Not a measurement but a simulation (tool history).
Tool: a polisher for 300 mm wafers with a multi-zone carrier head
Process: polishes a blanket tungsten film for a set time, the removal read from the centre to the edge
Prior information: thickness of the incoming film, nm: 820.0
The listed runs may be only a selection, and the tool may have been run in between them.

run	day	flow of slurry (ml/min)	pressure of the head's centre zone	pressure of the head's middle zone	pressure of the head's edge zone	abrasive content of the slurry	polishing time (s)	film removed at the wafer's centre (Å)	film removed at mid-radius (Å)	film removed at the wafer's edge (Å)
1	0	190	1	1	1	1	32	1698.6	1716.8	1674.5
2	0.329	190	1	1.05	1	1	32	1735.7	1793.3	1664.5
3	0.658	190	1.05	1.05	1	1	32	1797	1745.2	1648.5
4	0.767	190	1.05	1.05	1	1	28	1573.3	1545.5	1463.1
5	1.008	180	1.02	1.02	0.98	0.9	27	1400.5	1397.4	1340.8
6	1.133	170	0.99	0.99	0.96	0.85	27	1342.9	1332.2	1315.1
7	1.362	130	0.89	0.91	0.89	0.6	25	960.36	1006.8	1023.7
8	1.612	135	0.89	0.91	0.91	0.6	25	963.43	1010.7	1041.2
9	1.871	140	0.89	0.91	0.92	0.6	25	974.3	1010.9	1052.6
10	1.979	145	0.89	0.91	0.93	0.6	25	990.56	1023.9	1059.2
11	2.238	145	0.88	0.91	0.95	0.6	25	957.34	1015.8	1058.6
12	2.275	145	0.88	0.91	0.95	0.6	25	961.67	1024.6	1065.5
13	2.638	150	0.88	0.91	0.96	0.6	25	970.7	1013.3	1068.4
# day 2.979: slurry nozzle cleaned
14	2.979	155	0.88	0.92	0.97	0.6	25	1026.3	1074.9	1109.4

Forecast run 15:
15	3.312	155	0.88	0.92	0.98	0.6	25	?	?	?

film removed at the wafer's centre (Å): 1028.4
film removed at mid-radius (Å): 1082.6
film removed at the wafer's edge (Å): 1106.9
